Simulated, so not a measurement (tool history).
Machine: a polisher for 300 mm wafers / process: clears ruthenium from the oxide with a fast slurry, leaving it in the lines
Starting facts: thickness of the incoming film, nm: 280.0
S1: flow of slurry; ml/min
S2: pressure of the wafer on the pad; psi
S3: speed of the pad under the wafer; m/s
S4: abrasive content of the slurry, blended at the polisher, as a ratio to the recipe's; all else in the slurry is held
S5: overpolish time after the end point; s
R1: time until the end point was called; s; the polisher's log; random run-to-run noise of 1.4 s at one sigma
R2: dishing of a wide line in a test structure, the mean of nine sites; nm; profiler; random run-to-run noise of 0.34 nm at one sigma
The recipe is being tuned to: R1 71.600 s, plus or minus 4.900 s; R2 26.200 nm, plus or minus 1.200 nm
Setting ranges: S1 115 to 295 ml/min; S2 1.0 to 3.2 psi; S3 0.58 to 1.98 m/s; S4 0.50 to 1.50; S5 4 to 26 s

{"run": 1, "hour": 0.0, "S1": 190, "S2": 2.1, "S3": 1.28, "S4": 1.0, "S5": 13, "R1": 66.266, "R2": 37.837}
{"run": 2, "hour": 7.1, "S1": 190, "S2": 2.1, "S3": 1.28, "S4": 1.15, "S5": 13, "R1": 61.887, "R2": 40.495}
{"run": 3, "hour": 14.2, "S1": 190, "S2": 2.1, "S3": 1.28, "S4": 1.15, "S5": 18, "R1": 63.537, "R2": 51.637}
{"run": 4, "hour": 18.4, "S1": 190, "S2": 2.1, "S3": 1.56, "S4": 1.15, "S5": 18, "R1": 51.157, "R2": 55.89}
{"run": 5, "hour": 20.7, "S1": 185, "S2": 1.9, "S3": 1.58, "S4": 1.1, "S5": 16, "R1": 57.387, "R2": 50.201}
{"run": 6, "hour": 25.6, "S1": 225, "S2": 1.9, "S3": 1.58, "S4": 1.1, "S5": 16, "R1": 57.742, "R2": 49.244}
{"run": 7, "hour": 27.8, "S1": 225, "S2": 1.9, "S3": 1.52, "S4": 1.05, "S5": 13, "R1": 57.769, "R2": 40.729}
{"run": 8, "hour": 35.2, "S1": 225, "S2": 1.8, "S3": 1.52, "S4": 1.05, "S5": 12, "R1": 59.72, "R2": 38.056}
{"run": 9, "hour": 38.3, "S1": 225, "S2": 1.7, "S3": 1.52, "S4": 1.05, "S5": 11, "R1": 64.103, "R2": 34.316}
{"run": 10, "hour": 47.2, "S1": 225, "S2": 1.7, "S3": 1.52, "S4": 1.05, "S5": 11, "R1": 63.468, "R2": 34.699}
{"run": 11, "hour": 49.2, "S1": 230, "S2": 1.4, "S3": 1.5, "S4": 1.05, "S5": 7, "R1": 72.457, "R2": 20.96}
{"run": 12, "hour": 49.8, "S1": 220, "S2": 1.6, "S3": 1.44, "S4": 1.05, "S5": 10, "R1": 71.593, "R2": 29.042}

Below are 4 possible settings for the next run. Only one of them brings all results inside the allowed miss of their targets. Which is it?
{"run": "A", "hour": 50.4, "S1": 255, "S2": 1.5, "S3": 1.4, "S4": 0.95, "S5": 12, "R1": "?", "R2": "?"}
{"run": "B", "hour": 50.4, "S1": 235, "S2": 1.3, "S3": 1.46, "S4": 1.1, "S5": 12, "R1": "?", "R2": "?"}
{"run": "C", "hour": 50.4, "S1": 220, "S2": 1.6, "S3": 1.34, "S4": 1.15, "S5": 9, "R1": "?", "R2": "?"}
{"run": "D", "hour": 50.4, "S1": 160, "S2": 1.5, "S3": 1.68, "S4": 0.95, "S5": 11, "R1": "?", "R2": "?"}

move=A R1=77.259 R2=31.464
move=B R1=75.407 R2=32.100
move=C R1=69.918 R2=26.863
move=D R1=69.708 R2=31.878
A: moves away from the targets compared with the last run
B: moves away from the targets compared with the last run
C: every result within its allowed miss
D: moves away from the targets compared with the last run
Go with C: it meets all targets.
